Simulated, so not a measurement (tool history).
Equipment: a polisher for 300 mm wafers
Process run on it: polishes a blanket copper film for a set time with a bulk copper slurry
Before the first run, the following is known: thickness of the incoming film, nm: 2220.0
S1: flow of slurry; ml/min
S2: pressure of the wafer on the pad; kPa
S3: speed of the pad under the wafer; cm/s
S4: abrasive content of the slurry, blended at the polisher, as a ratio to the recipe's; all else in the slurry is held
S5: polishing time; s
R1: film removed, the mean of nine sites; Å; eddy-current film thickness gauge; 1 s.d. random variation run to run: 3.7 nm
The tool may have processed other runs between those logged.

run,hour,S1,S2,S3,S4,S5,R1
1,0.0,130,15.2,134,1.00,58,6099.7
2,0.7,130,17.2,134,1.00,58,6841.1
3,4.6,125,15.9,134,1.00,58,6153.6
4,5.4,100,15.9,134,1.00,58,5971.1
5,12.5,100,15.9,134,1.15,58,6206.3
6,21.5,95,15.2,134,1.15,58,5745.1

Predict the results of run 7:
7,24.0,95,14.5,134,1.15,58,?

R1: 5511.4 Å

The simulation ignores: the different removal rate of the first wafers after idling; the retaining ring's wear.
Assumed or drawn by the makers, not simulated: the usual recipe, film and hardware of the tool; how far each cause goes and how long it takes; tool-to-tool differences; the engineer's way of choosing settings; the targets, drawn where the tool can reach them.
